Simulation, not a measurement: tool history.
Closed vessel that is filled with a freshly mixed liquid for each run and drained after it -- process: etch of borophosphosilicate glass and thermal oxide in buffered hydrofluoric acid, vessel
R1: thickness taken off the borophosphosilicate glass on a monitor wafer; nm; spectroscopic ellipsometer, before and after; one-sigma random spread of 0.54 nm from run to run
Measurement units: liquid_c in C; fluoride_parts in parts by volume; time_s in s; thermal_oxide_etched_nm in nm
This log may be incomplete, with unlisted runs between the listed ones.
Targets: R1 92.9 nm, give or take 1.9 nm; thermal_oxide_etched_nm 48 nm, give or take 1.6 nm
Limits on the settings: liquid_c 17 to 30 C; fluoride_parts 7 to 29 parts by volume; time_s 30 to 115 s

Run 1, hour 0: liquid_c 22 C, fluoride_parts 18 parts by volume, time_s 60 s. Result: R1 81.13 nm, thermal_oxide_etched_nm 42.045 nm.
Run 2, hour 2.7: liquid_c 22 C, fluoride_parts 18 parts by volume, time_s 45 s. Result: R1 61.139 nm, thermal_oxide_etched_nm 31.645 nm.
Run 3, hour 7.3: liquid_c 24 C, fluoride_parts 18 parts by volume, time_s 45 s. Result: R1 68.623 nm, thermal_oxide_etched_nm 34.742 nm.
Run 4, hour 14.5: liquid_c 25 C, fluoride_parts 17.5 parts by volume, time_s 45 s. Result: R1 73.31 nm, thermal_oxide_etched_nm 38.657 nm.
Run 5, hour 17.3: liquid_c 26 C, fluoride_parts 17.5 parts by volume, time_s 45 s. Result: R1 77.474 nm, thermal_oxide_etched_nm 40.631 nm.
At hour 19.3: thermometer replaced.
Run 6, hour 19.3: liquid_c 26 C, fluoride_parts 17.5 parts by volume, time_s 55 s. Result: R1 83.521 nm, thermal_oxide_etched_nm 43.176 nm.
Run 7, hour 20.5: liquid_c 27 C, fluoride_parts 17.5 parts by volume, time_s 55 s. Result: R1 87.823 nm, thermal_oxide_etched_nm 46.798 nm.
Run 8, hour 23.5: liquid_c 27 C, fluoride_parts 17 parts by volume, time_s 55 s. Result: R1 90.799 nm, thermal_oxide_etched_nm 47.115 nm.

Of the 4 settings listed for the next run, only one would bring every result within its allowed miss of target. Which one?
Run A, hour 26.5: liquid_c 25.5 C, fluoride_parts 11 parts by volume, time_s 40 s. Result: R1 ?, thermal_oxide_etched_nm ?.
Run B, hour 26.5: liquid_c 30 C, fluoride_parts 29 parts by volume, time_s 70 s. Result: R1 ?, thermal_oxide_etched_nm ?.
Run C, hour 26.5: liquid_c 25 C, fluoride_parts 17 parts by volume, time_s 60 s. Result: R1 ?, thermal_oxide_etched_nm ?.
Run D, hour 26.5: liquid_c 23 C, fluoride_parts 20.5 parts by volume, time_s 80 s. Result: R1 ?, thermal_oxide_etched_nm ?.

move      R1  thermal_oxide_etched_nm
   A  93.855                    48.76
   B  89.685                    46.85
   C  89.272                   46.465
   D  89.407                   46.514
A: every result within its allowed miss
B: further off than the last run
C: further off than the last run
D: further off than the last run
A is the move that brings every result within its allowed miss.
